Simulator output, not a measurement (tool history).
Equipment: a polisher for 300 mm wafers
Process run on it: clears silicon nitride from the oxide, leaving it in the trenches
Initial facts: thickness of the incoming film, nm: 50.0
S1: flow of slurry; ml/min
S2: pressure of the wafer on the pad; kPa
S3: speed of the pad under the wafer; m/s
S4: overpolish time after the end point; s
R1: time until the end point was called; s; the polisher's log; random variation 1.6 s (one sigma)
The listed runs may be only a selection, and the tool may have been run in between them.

| run | hour | S1 | S2 | S3 | S4 | R1 |
|---|---|---|---|---|---|---|
| 1 | 0 | 280 | 11.7 | 0.96 | 3 | 100.03 |
| 2 | 7 | 280 | 11 | 0.96 | 3 | 102.5 |
| 3 | 15.8 | 280 | 10.3 | 0.96 | 3 | 112.37 |
| 4 | 21.9 | 280 | 9.7 | 0.96 | 3 | 116.34 |
| 5 | 26.9 | 280 | 8.3 | 0.96 | 3 | 134.78 |
| 6 | 30.9 | 280 | 8.3 | 0.84 | 3 | 155.81 |
| 7 | 36.5 | 280 | 9 | 0.84 | 3 | 142.75 |

Estimate the outcome of run 8 from the log above:
| 8 | 41.8 | 280 | 9.7 | 0.84 | 3 | ? |

Run 8 gave R1 134.56 s.
